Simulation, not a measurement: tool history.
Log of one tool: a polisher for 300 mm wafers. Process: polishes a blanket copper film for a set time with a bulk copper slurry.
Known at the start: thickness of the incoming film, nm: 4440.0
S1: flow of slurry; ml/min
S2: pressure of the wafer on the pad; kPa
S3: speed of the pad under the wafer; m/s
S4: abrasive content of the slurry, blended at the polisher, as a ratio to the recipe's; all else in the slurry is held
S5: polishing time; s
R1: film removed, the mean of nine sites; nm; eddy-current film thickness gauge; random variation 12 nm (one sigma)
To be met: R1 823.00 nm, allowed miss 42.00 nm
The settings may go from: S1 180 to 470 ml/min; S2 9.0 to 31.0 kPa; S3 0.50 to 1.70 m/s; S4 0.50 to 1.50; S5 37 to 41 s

{"run": 1, "hour": 0.0, "S1": 300, "S2": 20.0, "S3": 1.1, "S4": 1.0, "S5": 41, "R1": 500.96}
{"run": 2, "hour": 0.5, "S1": 300, "S2": 22.1, "S3": 1.12, "S4": 1.0, "S5": 41, "R1": 546.04}
{"run": 3, "hour": 3.5, "S1": 300, "S2": 26.2, "S3": 1.12, "S4": 1.0, "S5": 41, "R1": 666.48}
{"run": 4, "hour": 7.1, "S1": 300, "S2": 26.2, "S3": 1.12, "S4": 1.2, "S5": 41, "R1": 687.82}
{"run": 5, "hour": 12.0, "S1": 260, "S2": 26.2, "S3": 1.12, "S4": 1.2, "S5": 41, "R1": 679.34}
{"run": 6, "hour": 12.7, "S1": 260, "S2": 26.2, "S3": 1.12, "S4": 1.2, "S5": 37, "R1": 614.63}
{"run": 7, "hour": 17.7, "S1": 270, "S2": 27.6, "S3": 1.14, "S4": 1.2, "S5": 37, "R1": 669.92}
{"run": 8, "hour": 22.7, "S1": 270, "S2": 28.3, "S3": 1.16, "S4": 1.2, "S5": 37, "R1": 685.9}
{"run": 9, "hour": 27.1, "S1": 270, "S2": 29.0, "S3": 1.18, "S4": 1.2, "S5": 37, "R1": 741.18}
{"run": 10, "hour": 34.3, "S1": 270, "S2": 29.6, "S3": 1.18, "S4": 1.2, "S5": 37, "R1": 737.45}
{"run": 11, "hour": 41.2, "S1": 270, "S2": 30.3, "S3": 1.2, "S4": 1.2, "S5": 37, "R1": 753.27}
{"run": 12, "hour": 47.4, "S1": 270, "S2": 30.3, "S3": 1.22, "S4": 1.2, "S5": 37, "R1": 791.97}

Which of these 5 next moves meets every target?
{"run": "A", "hour": 53.6, "S1": 345, "S2": 29.6, "S3": 1.18, "S4": 1.15, "S5": 37, "R1": "?"}
{"run": "B", "hour": 53.6, "S1": 280, "S2": 31.0, "S3": 1.22, "S4": 1.15, "S5": 39, "R1": "?"}
{"run": "C", "hour": 53.6, "S1": 280, "S2": 30.3, "S3": 1.26, "S4": 1.35, "S5": 41, "R1": "?"}
{"run": "D", "hour": 53.6, "S1": 300, "S2": 29.6, "S3": 1.12, "S4": 1.35, "S5": 38, "R1": "?"}
{"run": "E", "hour": 53.6, "S1": 245, "S2": 23.4, "S3": 1.3, "S4": 1.3, "S5": 40, "R1": "?"}

move=A R1=734.16
move=B R1=826.56
move=C R1=915.11
move=D R1=742.29
move=E R1=703.18
A: further off than the last run
B: meets every target
C: takes the result that was furthest off past its target
D: further off than the last run
E: further off than the last run
Move B is the one to make.

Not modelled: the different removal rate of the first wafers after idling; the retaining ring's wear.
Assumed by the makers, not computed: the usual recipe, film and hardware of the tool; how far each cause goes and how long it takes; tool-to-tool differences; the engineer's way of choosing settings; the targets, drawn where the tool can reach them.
